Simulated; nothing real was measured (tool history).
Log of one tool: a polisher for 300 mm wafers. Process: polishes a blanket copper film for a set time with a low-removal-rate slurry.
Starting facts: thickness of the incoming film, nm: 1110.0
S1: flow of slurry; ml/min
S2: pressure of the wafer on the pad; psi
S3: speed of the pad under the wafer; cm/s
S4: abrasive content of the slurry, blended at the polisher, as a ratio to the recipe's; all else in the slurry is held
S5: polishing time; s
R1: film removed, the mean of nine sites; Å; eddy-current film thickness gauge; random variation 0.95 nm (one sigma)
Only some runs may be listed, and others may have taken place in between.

{"run": 1, "hour": 0.0, "S1": 270, "S2": 3.5, "S3": 104, "S4": 1.0, "S5": 23, "R1": 886.93}
{"run": 2, "hour": 1.8, "S1": 270, "S2": 4.4, "S3": 104, "S4": 1.0, "S5": 23, "R1": 1066.3}
{"run": 3, "hour": 7.4, "S1": 270, "S2": 4.4, "S3": 84, "S4": 1.0, "S5": 23, "R1": 911.03}
{"run": 4, "hour": 8.1, "S1": 275, "S2": 4.6, "S3": 90, "S4": 1.0, "S5": 23, "R1": 989.88}
{"run": 5, "hour": 12.2, "S1": 275, "S2": 4.6, "S3": 90, "S4": 1.0, "S5": 23, "R1": 997.6}
{"hour": 19.6, "done": "slurry blender recalibrated"}
{"run": 6, "hour": 19.6, "S1": 275, "S2": 4.6, "S3": 90, "S4": 1.0, "S5": 21, "R1": 926.02}
{"run": 7, "hour": 22.1, "S1": 290, "S2": 5.4, "S3": 110, "S4": 1.0, "S5": 21, "R1": 1269.7}

Forecast run 8:
{"run": 8, "hour": 25.9, "S1": 290, "S2": 5.4, "S3": 112, "S4": 1.0, "S5": 21, "R1": "?"}

R1: 1297.70 Å
